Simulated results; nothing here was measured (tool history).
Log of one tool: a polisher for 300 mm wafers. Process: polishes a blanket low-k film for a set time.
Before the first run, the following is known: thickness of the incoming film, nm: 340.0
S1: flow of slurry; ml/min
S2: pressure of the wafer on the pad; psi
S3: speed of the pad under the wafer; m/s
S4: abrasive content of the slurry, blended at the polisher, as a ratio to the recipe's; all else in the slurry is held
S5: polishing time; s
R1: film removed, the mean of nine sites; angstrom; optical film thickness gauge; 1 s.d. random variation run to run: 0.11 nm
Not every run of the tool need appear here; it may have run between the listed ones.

run	day	S1	S2	S3	S4	S5	R1
1	0.000	175	1.9	1.00	1.0	42	159.97
2	0.071	185	2.0	1.00	1.0	42	165.27
3	0.288	185	2.0	1.00	1.0	42	165.83
4	0.546	185	2.1	1.00	1.0	42	174.30
5	0.579	185	2.2	1.00	1.0	42	180.07
6	0.625	160	2.2	1.00	1.0	42	175.21
7	0.888	170	2.2	1.00	1.0	42	177.31

Run 8 has not been measured yet. What should we expect?
8	1.171	175	2.2	1.00	1.0	42	?

Logged for run 8: R1 180.06 angstrom.
